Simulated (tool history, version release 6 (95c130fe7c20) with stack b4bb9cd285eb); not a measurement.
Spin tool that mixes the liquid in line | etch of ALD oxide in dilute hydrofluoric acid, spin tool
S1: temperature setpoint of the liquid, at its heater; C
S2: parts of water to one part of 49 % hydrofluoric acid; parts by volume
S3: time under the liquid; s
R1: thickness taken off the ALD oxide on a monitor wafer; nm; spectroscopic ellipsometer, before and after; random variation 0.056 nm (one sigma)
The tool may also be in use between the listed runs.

run  hour    S1   S2  S3      R1
  1     0    24  130  95  7.5049
  2   2.9  22.5  130  95  7.0431
  3   6.7  22.5   85  95  11.352
  4  12.3  22.5   85  95  11.425
  5    20  24.5   85  95  12.426
  6  22.4    26   85  95   13.14
  7  23.5    27   85  95  13.653

The next listed run, before its measurement:
  8  24.7  28  85  95   ?

{"run 8": {"R1": 14.226}}

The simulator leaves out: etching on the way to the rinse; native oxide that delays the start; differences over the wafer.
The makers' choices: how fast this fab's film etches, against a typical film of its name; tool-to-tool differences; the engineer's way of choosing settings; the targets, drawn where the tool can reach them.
